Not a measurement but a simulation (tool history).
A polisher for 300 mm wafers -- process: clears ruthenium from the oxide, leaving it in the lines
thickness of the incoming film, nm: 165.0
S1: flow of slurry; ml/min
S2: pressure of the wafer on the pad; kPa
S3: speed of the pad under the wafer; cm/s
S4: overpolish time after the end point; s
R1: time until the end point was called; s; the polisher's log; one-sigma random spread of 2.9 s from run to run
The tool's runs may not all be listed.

| run | hour | S1 | S2 | S3 | S4 | R1 |
|---|---|---|---|---|---|---|
| 1 | 0 | 140 | 14.5 | 102 | 38 | 161.96 |
| 2 | 1.2 | 135 | 13.1 | 102 | 38 | 174.16 |
| 3 | 2.9 | 150 | 13.1 | 102 | 38 | 170.33 |
| 4 | 5.5 | 145 | 11.7 | 100 | 38 | 198.3 |
| 5 | 8.8 | 160 | 11.7 | 100 | 38 | 199.06 |
| 6 | 9.5 | 160 | 11 | 100 | 38 | 203.1 |
| 7 | 14.1 | 160 | 10.3 | 100 | 38 | 221.73 |
| 8 | 20 | 135 | 7.6 | 100 | 38 | 301.42 |
| 9 | 28.7 | 140 | 7.6 | 100 | 38 | 300.6 |
| 10 | 32.6 | 145 | 7.6 | 100 | 38 | 295.69 |
| 11 | 33.3 | 150 | 7.6 | 100 | 38 | 296.04 |
| 12 | 40.1 | 155 | 7.6 | 100 | 38 | 290.52 |

Predict the results of run 13:
| 13 | 44.6 | 160 | 7.6 | 100 | 38 | ? |

R1: 293.19 s
